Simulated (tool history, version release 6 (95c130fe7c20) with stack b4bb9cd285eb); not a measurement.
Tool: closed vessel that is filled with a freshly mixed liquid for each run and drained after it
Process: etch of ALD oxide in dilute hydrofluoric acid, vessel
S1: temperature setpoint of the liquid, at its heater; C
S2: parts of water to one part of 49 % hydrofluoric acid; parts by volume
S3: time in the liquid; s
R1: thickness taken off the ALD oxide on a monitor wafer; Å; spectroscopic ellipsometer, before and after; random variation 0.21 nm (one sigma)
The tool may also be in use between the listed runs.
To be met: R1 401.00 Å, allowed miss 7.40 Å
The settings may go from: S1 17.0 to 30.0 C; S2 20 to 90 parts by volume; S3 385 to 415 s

run  hour    S1  S2   S3      R1
  1   0.0  22.0  50  385  822.72
  2   6.3  22.0  50  385  820.91
  3   6.9  20.5  55  385  695.57
  4  10.6  18.5  55  385  639.65
  5  19.4  18.5  40  385  897.48
  6  22.5  18.0  50  385  695.63
  7  23.8  17.5  55  385  612.47
  8  30.2  17.5  60  385  554.87
  9  38.0  17.5  65  385  511.06
 10  41.6  17.5  65  385  511.34
 11  45.3  17.5  70  385  473.22
 12  53.5  17.0  75  385  427.36

4 next moves are on the table. One of them brings every result within its allowed miss. Which?
  A  61.7  18.0  80  385   ?
  B  61.7  17.5  75  405   ?
  C  61.7  20.0  80  390   ?
  D  61.7  17.0  80  385   ?

move      R1
   A  418.73
   B  462.49
   C  461.31
   D  401.30
A: nearer than the last run, and not there yet
B: further off than the last run
C: further off than the last run
D: meets every target
Answer: D
